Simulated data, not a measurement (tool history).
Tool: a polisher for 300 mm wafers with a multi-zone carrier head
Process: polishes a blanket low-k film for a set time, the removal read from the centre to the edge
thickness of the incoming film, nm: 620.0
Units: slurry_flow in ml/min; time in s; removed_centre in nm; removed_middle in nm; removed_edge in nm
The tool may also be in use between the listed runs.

Run 1, hour 0.0: slurry_flow 120 ml/min, centre_zone 1.00, middle_zone 1.00, edge_zone 1.00, slurry_solids 1.00, time 46 s. Result: removed_centre 15.142 nm, removed_middle 14.479 nm, removed_edge 15.076 nm.
Run 2, hour 8.9: slurry_flow 120 ml/min, centre_zone 1.01, middle_zone 0.99, edge_zone 0.96, slurry_solids 0.85, time 45 s. Result: removed_centre 13.078 nm, removed_middle 12.875 nm, removed_edge 12.739 nm.
Run 3, hour 15.4: slurry_flow 115 ml/min, centre_zone 1.02, middle_zone 0.96, edge_zone 0.92, slurry_solids 0.80, time 45 s. Result: removed_centre 12.102 nm, removed_middle 11.971 nm, removed_edge 11.899 nm.
Run 4, hour 22.9: slurry_flow 110 ml/min, centre_zone 1.05, middle_zone 0.94, edge_zone 0.89, slurry_solids 0.75, time 45 s. Result: removed_centre 11.798 nm, removed_middle 10.796 nm, removed_edge 10.987 nm.
Run 5, hour 27.9: slurry_flow 110 ml/min, centre_zone 1.05, middle_zone 0.94, edge_zone 0.89, slurry_solids 0.75, time 51 s. Result: removed_centre 13.352 nm, removed_middle 12.252 nm, removed_edge 12.349 nm.
At hour 35.7: slurry nozzle cleaned.
Run 6, hour 35.7: slurry_flow 110 ml/min, centre_zone 1.08, middle_zone 0.94, edge_zone 0.89, slurry_solids 0.75, time 51 s. Result: removed_centre 14.383 nm, removed_middle 12.744 nm, removed_edge 12.362 nm.
Run 7, hour 37.8: slurry_flow 105 ml/min, centre_zone 1.08, middle_zone 0.93, edge_zone 0.87, slurry_solids 0.70, time 51 s. Result: removed_centre 13.245 nm, removed_middle 11.586 nm, removed_edge 11.875 nm.

The next listed run, before its measurement:
Run 8, hour 40.2: slurry_flow 110 ml/min, centre_zone 1.08, middle_zone 0.93, edge_zone 0.85, slurry_solids 0.65, time 50 s. Result: removed_centre ?, removed_middle ?, removed_edge ?.

removed_centre: 11.865 nm
removed_middle: 10.479 nm
removed_edge: 10.590 nm

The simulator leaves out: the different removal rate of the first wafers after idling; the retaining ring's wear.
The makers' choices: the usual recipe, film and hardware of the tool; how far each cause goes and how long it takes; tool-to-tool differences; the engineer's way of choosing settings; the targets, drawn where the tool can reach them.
